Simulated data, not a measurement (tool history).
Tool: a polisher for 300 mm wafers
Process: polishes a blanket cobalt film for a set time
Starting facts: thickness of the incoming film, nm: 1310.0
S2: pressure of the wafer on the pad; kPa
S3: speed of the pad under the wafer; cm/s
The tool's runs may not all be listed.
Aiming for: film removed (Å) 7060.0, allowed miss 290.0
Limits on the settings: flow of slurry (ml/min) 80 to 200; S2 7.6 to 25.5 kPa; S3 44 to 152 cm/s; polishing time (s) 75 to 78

{"run": 1, "hour": 0.0, "flow of slurry (ml/min)": 130, "S2": 16.5, "S3": 98, "polishing time (s)": 75, "film removed (Å)": 4760.8}
{"run": 2, "hour": 2.1, "flow of slurry (ml/min)": 135, "S2": 17.9, "S3": 98, "polishing time (s)": 75, "film removed (Å)": 4994.6}
{"run": 3, "hour": 3.6, "flow of slurry (ml/min)": 135, "S2": 15.2, "S3": 98, "polishing time (s)": 75, "film removed (Å)": 4578.7}
{"run": 4, "hour": 11.6, "flow of slurry (ml/min)": 140, "S2": 17.2, "S3": 100, "polishing time (s)": 75, "film removed (Å)": 4950.7}
{"run": 5, "hour": 17.4, "flow of slurry (ml/min)": 140, "S2": 15.9, "S3": 100, "polishing time (s)": 75, "film removed (Å)": 4779.3}
{"run": 6, "hour": 22.7, "flow of slurry (ml/min)": 140, "S2": 15.9, "S3": 112, "polishing time (s)": 75, "film removed (Å)": 5157.8}
{"run": 7, "hour": 25.4, "flow of slurry (ml/min)": 140, "S2": 15.9, "S3": 112, "polishing time (s)": 75, "film removed (Å)": 5331.8}
{"run": 8, "hour": 31.8, "flow of slurry (ml/min)": 140, "S2": 17.2, "S3": 112, "polishing time (s)": 75, "film removed (Å)": 5489.3}
{"run": 9, "hour": 35.0, "flow of slurry (ml/min)": 140, "S2": 18.6, "S3": 114, "polishing time (s)": 75, "film removed (Å)": 6065.8}
{"run": 10, "hour": 41.6, "flow of slurry (ml/min)": 140, "S2": 19.3, "S3": 114, "polishing time (s)": 75, "film removed (Å)": 6216.5}

Which one of the following 5 next-run settings gets every result inside its allowed miss? There is exactly one.
{"run": "A", "hour": 48.2, "flow of slurry (ml/min)": 125, "S2": 16.5, "S3": 128, "polishing time (s)": 78, "film removed (Å)": "?"}
{"run": "B", "hour": 48.2, "flow of slurry (ml/min)": 140, "S2": 17.9, "S3": 140, "polishing time (s)": 75, "film removed (Å)": "?"}
{"run": "C", "hour": 48.2, "flow of slurry (ml/min)": 150, "S2": 17.2, "S3": 128, "polishing time (s)": 77, "film removed (Å)": "?"}
{"run": "D", "hour": 48.2, "flow of slurry (ml/min)": 150, "S2": 15.2, "S3": 114, "polishing time (s)": 75, "film removed (Å)": "?"}
{"run": "E", "hour": 48.2, "flow of slurry (ml/min)": 165, "S2": 13.8, "S3": 126, "polishing time (s)": 76, "film removed (Å)": "?"}

move=A film_removed_(Å)=6316.4
move=B film_removed_(Å)=7185.4
move=C film_removed_(Å)=6662.4
move=D film_removed_(Å)=5308.1
move=E film_removed_(Å)=5662.2
A: nearer than the last run, and not there yet
B: all results in spec
C: nearer than the last run, and not there yet
D: lands further from the targets than the last run did
E: lands further from the targets than the last run did
Go with B: it meets all targets.
